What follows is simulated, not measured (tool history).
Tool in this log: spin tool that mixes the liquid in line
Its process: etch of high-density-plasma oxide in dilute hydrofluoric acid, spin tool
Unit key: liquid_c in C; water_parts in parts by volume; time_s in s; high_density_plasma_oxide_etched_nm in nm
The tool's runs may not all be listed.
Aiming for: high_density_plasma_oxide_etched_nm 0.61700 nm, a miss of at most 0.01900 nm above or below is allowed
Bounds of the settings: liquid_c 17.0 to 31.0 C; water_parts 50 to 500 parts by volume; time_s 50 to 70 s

run	hour	liquid_c	water_parts	time_s	high_density_plasma_oxide_etched_nm
1	0.0	23.0	275	70	1.00910
2	0.9	26.0	275	70	1.10620
3	3.5	26.0	340	70	0.83771
4	5.3	23.5	340	70	0.77134
5	8.2	23.5	340	70	0.77628
6	12.4	23.5	340	70	0.77374
7	21.2	22.5	345	70	0.73918
8	24.1	21.5	345	70	0.70431

Pick the move, out of 5, that brings all results within their allowed miss; only one does.
A	27.0	17.5	260	70	?
B	27.0	22.0	340	70	?
C	27.0	25.5	330	70	?
D	27.0	21.5	295	70	?
E	27.0	18.0	350	70	?

move	high_density_plasma_oxide_etched_nm
A	0.86852
B	0.72947
C	0.85499
D	0.86067
E	0.60916
A: lands further from the targets than the last run did
B: lands further from the targets than the last run did
C: lands further from the targets than the last run did
D: lands further from the targets than the last run did
E: hits every target within its allowed miss
Move E is the one to make.
